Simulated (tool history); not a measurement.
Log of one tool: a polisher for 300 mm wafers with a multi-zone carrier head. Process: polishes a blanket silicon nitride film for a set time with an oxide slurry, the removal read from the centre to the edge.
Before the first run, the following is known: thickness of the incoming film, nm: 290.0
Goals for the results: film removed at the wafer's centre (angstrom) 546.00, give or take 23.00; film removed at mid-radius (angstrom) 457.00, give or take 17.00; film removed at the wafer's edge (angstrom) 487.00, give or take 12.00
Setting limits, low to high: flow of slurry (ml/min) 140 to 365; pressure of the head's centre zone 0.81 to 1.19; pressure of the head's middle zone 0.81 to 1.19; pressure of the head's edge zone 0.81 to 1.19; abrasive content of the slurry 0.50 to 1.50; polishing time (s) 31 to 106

| run | hour | flow of slurry (ml/min) | pressure of the head's centre zone | pressure of the head's middle zone | pressure of the head's edge zone | abrasive content of the slurry | polishing time (s) | film removed at the wafer's centre (angstrom) | film removed at mid-radius (angstrom) | film removed at the wafer's edge (angstrom) |
|---|---|---|---|---|---|---|---|---|---|---|
| 1 | 0.0 | 235 | 1.00 | 1.00 | 1.00 | 1.00 | 68 | 574.02 | 580.07 | 594.02 |
| 2 | 7.0 | 235 | 1.00 | 1.05 | 1.00 | 1.00 | 68 | 579.27 | 594.45 | 594.24 |
| 3 | 15.3 | 235 | 1.00 | 1.00 | 1.00 | 1.00 | 68 | 563.65 | 563.05 | 588.61 |
| 4 | 21.0 | 230 | 1.03 | 0.97 | 0.95 | 0.95 | 68 | 583.56 | 547.38 | 565.88 |
| 5 | 26.4 | 230 | 1.03 | 0.97 | 1.00 | 0.95 | 68 | 569.70 | 535.91 | 577.11 |
| 6 | 34.0 | 230 | 0.97 | 0.97 | 1.00 | 0.95 | 68 | 546.33 | 540.95 | 578.04 |
| 7 | 34.5 | 225 | 0.99 | 0.94 | 0.96 | 0.90 | 68 | 544.34 | 514.60 | 555.58 |
| 8 | 39.6 | 220 | 1.01 | 0.92 | 0.92 | 0.85 | 68 | 527.87 | 493.09 | 523.67 |
| 9 | 47.4 | 210 | 1.03 | 0.90 | 0.90 | 0.85 | 68 | 532.09 | 471.84 | 518.49 |
|  | 54.8 | slurry nozzle cleaned |
| 10 | 54.8 | 200 | 1.09 | 0.92 | 0.81 | 0.80 | 68 | 593.11 | 516.32 | 508.18 |
| 11 | 63.6 | 195 | 1.08 | 0.90 | 0.81 | 0.80 | 68 | 598.81 | 492.44 | 510.63 |
| 12 | 67.8 | 195 | 1.07 | 0.89 | 0.81 | 0.80 | 68 | 604.74 | 496.78 | 509.01 |

Next run, 5 choices. One meets every target within its allowed miss, the rest don't. Which?
| A | 72.0 | 185 | 1.03 | 0.85 | 0.82 | 0.60 | 74 | ? | ? | ? |
| B | 72.0 | 225 | 1.00 | 0.99 | 0.81 | 0.80 | 65 | ? | ? | ? |
| C | 72.0 | 190 | 1.06 | 0.81 | 0.93 | 0.80 | 62 | ? | ? | ? |
| D | 72.0 | 305 | 1.14 | 0.85 | 0.92 | 0.65 | 70 | ? | ? | ? |
| E | 72.0 | 165 | 1.11 | 0.96 | 0.90 | 0.65 | 73 | ? | ? | ? |

| move | film removed at the wafer's centre (angstrom) | film removed at mid-radius (angstrom) | film removed at the wafer's edge (angstrom) |
|---|---|---|---|
| A | 539.81 | 445.65 | 482.72 |
| B | 542.04 | 521.12 | 489.52 |
| C | 531.42 | 409.50 | 488.23 |
| D | 632.74 | 467.82 | 525.08 |
| E | 581.08 | 492.88 | 505.74 |
A: every result within its allowed miss
B: meets the target for the result that was furthest off, but another lies outside its allowed miss
C: meets the target for the result that was furthest off, but another lies outside its allowed miss
D: moves away from the targets compared with the last run
E: gains on the last run, yet a result remains outside its allowed miss
A is the move that brings every result within its allowed miss.

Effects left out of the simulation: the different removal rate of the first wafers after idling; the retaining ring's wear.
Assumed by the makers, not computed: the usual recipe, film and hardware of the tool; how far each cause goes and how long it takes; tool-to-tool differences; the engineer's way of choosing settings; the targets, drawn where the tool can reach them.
